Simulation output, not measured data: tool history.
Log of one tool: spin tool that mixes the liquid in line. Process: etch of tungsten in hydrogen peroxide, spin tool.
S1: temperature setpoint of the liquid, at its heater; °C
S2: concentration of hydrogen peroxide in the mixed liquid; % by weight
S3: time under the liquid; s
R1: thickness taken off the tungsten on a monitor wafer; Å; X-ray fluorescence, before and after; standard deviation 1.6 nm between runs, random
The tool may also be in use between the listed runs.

run,hour,S1,S2,S3,R1
1,0.0,52.0,24.5,55,1809.5
2,4.3,52.0,24.5,55,1798.4
3,10.9,53.0,24.5,55,1932.3
4,12.9,53.0,24.5,60,2101.9
5,16.0,54.0,24.5,60,2235.4
6,22.6,54.0,24.5,60,2225.6
7,30.2,55.0,24.5,60,2364.1

Forecast run 8:
8,37.7,55.5,24.5,60,?

{"run 8": {"R1": 2448.6}}

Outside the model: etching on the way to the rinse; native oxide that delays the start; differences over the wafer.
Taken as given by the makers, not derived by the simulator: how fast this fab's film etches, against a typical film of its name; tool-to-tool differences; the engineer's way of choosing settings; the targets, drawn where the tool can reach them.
